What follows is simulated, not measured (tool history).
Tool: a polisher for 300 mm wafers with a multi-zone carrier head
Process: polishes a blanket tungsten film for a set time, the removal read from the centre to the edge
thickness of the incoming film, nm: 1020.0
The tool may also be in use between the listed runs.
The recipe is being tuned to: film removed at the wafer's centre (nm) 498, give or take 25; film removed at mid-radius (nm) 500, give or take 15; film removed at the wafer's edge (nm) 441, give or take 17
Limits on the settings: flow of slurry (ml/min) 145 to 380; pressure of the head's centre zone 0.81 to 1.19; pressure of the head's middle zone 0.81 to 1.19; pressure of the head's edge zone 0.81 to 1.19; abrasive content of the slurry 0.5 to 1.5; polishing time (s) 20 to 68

run	hour	flow of slurry (ml/min)	pressure of the head's centre zone	pressure of the head's middle zone	pressure of the head's edge zone	abrasive content of the slurry	polishing time (s)	film removed at the wafer's centre (nm)	film removed at mid-radius (nm)	film removed at the wafer's edge (nm)
1	0	245	1	1	1	1	44	373.43	381.93	382.47
2	5.5	250	1.03	1.03	1.01	1.05	44	397.88	395.11	372.28
3	8.9	250	1.03	1.03	1.01	1.05	49	437.33	436.99	425.86
4	16.3	255	1.04	1.05	1.02	1.1	49	449.33	457.64	430.38
5	21.1	255	1.04	1.05	1.08	1.1	49	442.46	451.23	441.97
6	23.4	255	1.04	1.05	1.16	1.1	49	447.32	450.63	466.5
7	25.9	265	1.06	1.07	1.15	1.1	49	471.03	457.85	460.49
8	34.9	270	1.06	1.09	1.14	1.1	49	468.57	466.1	450.39
9	37.1	275	1.06	1.1	1.14	1.1	49	462.48	468.65	463.83

Below are 5 possible settings for the next run. Only one of them brings all results inside the allowed miss of their targets. Which is it?
A	39.3	240	1.03	1.15	1.18	1.3	49	?	?	?
B	39.3	270	1.05	1.09	1.18	1	52	?	?	?
C	39.3	260	1.14	1.19	1.03	1.2	49	?	?	?
D	39.3	315	1.05	0.88	1.15	0.95	54	?	?	?
E	39.3	295	0.96	1.01	1.16	0.9	53	?	?	?

move	film removed at the wafer's centre (nm)	film removed at mid-radius (nm)	film removed at the wafer's edge (nm)
A	462.17	499.6	480.53
B	475.58	487.05	483.78
C	506.2	504.37	442.28
D	494.1	444.97	495.43
E	435.64	465.96	480.14
A: puts the biggest miss on target and leaves a different result outside tolerance
B: puts the biggest miss on target and leaves a different result outside tolerance
C: all results land within tolerance of their targets
D: misses by more than the last run did
E: misses by more than the last run did
C meets every target.

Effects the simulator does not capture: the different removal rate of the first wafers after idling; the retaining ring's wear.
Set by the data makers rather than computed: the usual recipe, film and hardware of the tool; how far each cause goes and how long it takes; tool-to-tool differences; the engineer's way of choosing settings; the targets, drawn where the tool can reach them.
